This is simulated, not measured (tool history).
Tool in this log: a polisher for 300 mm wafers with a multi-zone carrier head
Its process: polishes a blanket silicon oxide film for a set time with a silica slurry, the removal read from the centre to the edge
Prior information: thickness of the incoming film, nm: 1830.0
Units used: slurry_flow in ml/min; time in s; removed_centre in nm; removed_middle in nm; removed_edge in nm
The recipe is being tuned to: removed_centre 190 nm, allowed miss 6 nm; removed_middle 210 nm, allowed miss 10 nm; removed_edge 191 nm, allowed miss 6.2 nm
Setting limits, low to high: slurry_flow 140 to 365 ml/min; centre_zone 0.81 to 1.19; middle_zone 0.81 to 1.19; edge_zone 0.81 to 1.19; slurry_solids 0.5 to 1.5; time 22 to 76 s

run  hour  slurry_flow  centre_zone  middle_zone  edge_zone  slurry_solids  time  removed_centre  removed_middle  removed_edge
  1     0          235            1            1          1              1    49          249.79          254.25        255.79
  2   6.9          235         1.07            1          1              1    49          263.73          252.64         261.5
  3  12.5          235         1.07         0.92          1              1    49          261.64          238.39         261.9
  4  13.4          235         1.03         0.94       0.96            0.9    49          245.45          235.91        244.29
  5  17.2          235         1.03         0.89       0.96            0.9    49          249.07          222.67        249.61
  6  20.6          230            1         0.92       0.94            0.8    49          234.13          228.79         236.6
  7  22.3          230         0.99         0.93       0.92            0.7    48          218.47          213.87        221.48
  8  24.9          225         0.98         0.95        0.9           0.65    48          211.96          213.24        216.38
  9  30.8          225         0.97         0.97       0.88            0.6    48          206.48           212.9        208.32
 10  38.6          220         0.96         0.98       0.86           0.55    48          198.42          207.75        202.57
 11  46.9          215         0.96            1       0.85           0.55    48          197.66          210.92        197.14
 12  50.2          210         0.95            1       0.85           0.55    48          193.18          207.43        200.54
 13  56.9          210         0.95         1.01       0.84           0.55    48          193.05          211.68        200.21
 14  57.7          210         0.95         1.02       0.83           0.55    48          193.01          214.13        196.96

Exercise: of the 5 proposed moves below, exactly one satisfies all targets within the stated allowed misses. Which move is it?
  A  58.5          180         0.99         1.07       0.86           0.85    41               ?               ?             ?
  B  58.5          225         0.89         1.05       0.89            0.6    48               ?               ?             ?
  C  58.5          210         0.93            1       0.87            0.6    48               ?               ?             ?
  D  58.5          215         0.87         1.04       0.81            0.7    48               ?               ?             ?
  E  58.5          205         0.91         1.01       0.83            0.7    47               ?               ?             ?

move  removed_centre  removed_middle  removed_edge
   A          188.07          205.23         190.8
   B          187.09          223.41        212.09
   C          193.51          213.52        208.59
   D          188.96          229.47        210.66
   E          192.15          218.41        207.54
A: each result inside its tolerance
B: lands further from the targets than the last run did
C: lands further from the targets than the last run did
D: lands further from the targets than the last run did
E: lands further from the targets than the last run did
Answer: A
